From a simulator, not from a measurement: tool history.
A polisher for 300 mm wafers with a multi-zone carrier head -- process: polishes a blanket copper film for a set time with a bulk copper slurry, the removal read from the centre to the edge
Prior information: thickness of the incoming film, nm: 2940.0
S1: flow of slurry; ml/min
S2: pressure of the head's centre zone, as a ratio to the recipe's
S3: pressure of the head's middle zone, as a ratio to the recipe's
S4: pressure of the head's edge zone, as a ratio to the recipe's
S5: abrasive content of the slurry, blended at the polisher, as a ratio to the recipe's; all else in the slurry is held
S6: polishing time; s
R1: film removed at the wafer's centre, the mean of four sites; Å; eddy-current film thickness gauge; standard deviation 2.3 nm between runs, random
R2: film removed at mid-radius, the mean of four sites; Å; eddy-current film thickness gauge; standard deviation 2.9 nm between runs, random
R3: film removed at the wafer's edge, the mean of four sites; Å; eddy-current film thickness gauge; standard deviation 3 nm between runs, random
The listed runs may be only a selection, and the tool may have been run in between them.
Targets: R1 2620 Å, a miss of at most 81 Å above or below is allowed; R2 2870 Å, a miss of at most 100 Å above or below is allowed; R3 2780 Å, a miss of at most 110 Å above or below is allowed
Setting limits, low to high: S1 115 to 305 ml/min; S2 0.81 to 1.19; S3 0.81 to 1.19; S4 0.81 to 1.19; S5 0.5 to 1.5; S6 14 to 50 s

run  hour   S1    S2    S3    S4    S5  S6      R1      R2      R3
  1     0  195     1     1     1     1  32  4254.4  4334.3    4174
  2   5.8  190  0.98  0.99  0.98  0.95  31  3944.2  4028.4  3973.2
  3   9.1  190  1.01  0.99  0.98  0.95  31  4081.3  4103.5  3917.8
  4    10  225  1.01  0.99  0.98  0.95  31  4228.5  4152.6    4023
  5  14.7  225  1.01  0.99  1.06  0.95  31  4103.9  4187.6    4148
  6  19.1  220  0.99  0.99  1.04   0.9  30  3958.1  3889.4  3917.6
  7  23.7  210  0.97  1.01  1.04  0.85  29  3636.5  3815.6  3715.7
  8  28.6  165  0.87  0.91  0.94   0.6  25  2412.3  2660.2    2652
  9  32.3  170  0.87  0.91  0.94   0.6  25  2403.1  2693.9  2683.7
 10  40.2  170  0.87  0.91  0.94   0.6  25  2396.5  2633.4  2615.5
 11  41.2  175  0.87  0.92  0.94   0.6  25  2465.6  2656.3  2652.8
 12  44.6  175  0.87  0.92  0.94   0.6  25  2453.9  2673.8  2724.9
 13  51.9  175  0.88  0.93  0.94   0.6  25  2455.8  2694.3  2684.2
 14  59.7  180  0.88  0.94  0.94   0.6  25  2498.9  2750.6  2682.5
 15  66.1  185  0.88  0.94  0.94   0.6  25  2490.9  2710.2  2674.7
 16  73.2  185  0.88  0.95  0.95   0.6  25  2492.6  2804.9  2726.9
 17  75.7  190  0.88  0.95  0.95   0.6  25  2505.4    2762  2766.6
 18  83.2  190  0.88  0.96  0.95   0.6  25  2488.8    2800  2716.8
 19  86.9  195  0.88  0.96  0.95   0.6  25  2484.6  2781.7  2704.1

Which single option among these 5 for the next run brings every result within its allowed miss of target? Just one does.
  A  90.6  180   0.9  0.98  0.96   0.6  24   ?   ?   ?
  B  90.6  185  0.98  0.88  0.98  0.65  24   ?   ?   ?
  C  90.6  270  0.85  0.88  0.96   0.7  23   ?   ?   ?
  D  90.6  215   0.9  0.96  0.95   0.6  25   ?   ?   ?
  E  90.6  170  0.81  1.15  0.86   0.5  26   ?   ?   ?

move      R1      R2      R3
   A  2434.9  2715.4  2586.5
   B  2735.1    2615  2693.5
   C  2434.2  2675.7  2699.6
   D  2594.7  2849.1  2722.5
   E  2202.4  3037.8  2473.4
A: its largest miss is bigger than the last run's
B: takes the result that was furthest off past its target
C: its largest miss is bigger than the last run's
D: each result inside its tolerance
E: its largest miss is bigger than the last run's
Go with D: it meets all targets.
